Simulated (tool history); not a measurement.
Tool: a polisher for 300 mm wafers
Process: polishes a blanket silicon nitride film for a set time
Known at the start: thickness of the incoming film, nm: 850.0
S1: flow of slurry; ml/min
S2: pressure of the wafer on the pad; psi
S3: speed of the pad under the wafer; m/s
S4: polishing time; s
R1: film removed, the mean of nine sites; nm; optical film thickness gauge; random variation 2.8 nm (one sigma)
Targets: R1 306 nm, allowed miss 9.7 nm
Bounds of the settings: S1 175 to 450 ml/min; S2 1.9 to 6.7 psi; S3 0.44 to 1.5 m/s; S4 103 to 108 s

| run | day | S1 | S2 | S3 | S4 | R1 |
|---|---|---|---|---|---|---|
| 1 | 0 | 290 | 4.3 | 0.96 | 103 | 203.6 |
| 2 | 0.129 | 290 | 4.6 | 0.96 | 103 | 217.77 |
| 3 | 0.458 | 330 | 4.6 | 0.96 | 103 | 219.21 |
| 4 | 0.567 | 330 | 4.9 | 0.96 | 103 | 232.86 |
| 5 | 0.85 | 330 | 4.9 | 0.72 | 103 | 203.64 |
| 6 | 1.179 | 275 | 4.9 | 0.72 | 103 | 200.68 |
| 7 | 1.529 | 275 | 5.3 | 0.72 | 103 | 219.89 |
| 8 | 1.788 | 275 | 5.6 | 0.72 | 103 | 227.18 |
| 9 | 2.042 | 275 | 5.8 | 0.74 | 103 | 238.71 |
| 10 | 2.233 | 280 | 6.7 | 0.82 | 103 | 289.56 |
| 11 | 2.55 | 280 | 6.7 | 0.84 | 103 | 297.1 |

Which of these 5 next moves meets every target?
| A | 2.867 | 265 | 6.5 | 0.88 | 103 | ? |
| B | 2.867 | 305 | 6.5 | 0.74 | 103 | ? |
| C | 2.867 | 220 | 6.3 | 1.02 | 106 | ? |
| D | 2.867 | 285 | 6.6 | 0.84 | 104 | ? |
| E | 2.867 | 280 | 6.7 | 0.8 | 104 | ? |

| move | R1 |
|---|---|
| A | 287.37 |
| B | 266.54 |
| C | 305.47 |
| D | 289.21 |
| E | 286.16 |
A: further off than the last run
B: further off than the last run
C: meets every target
D: further off than the last run
E: further off than the last run
The right move is C.
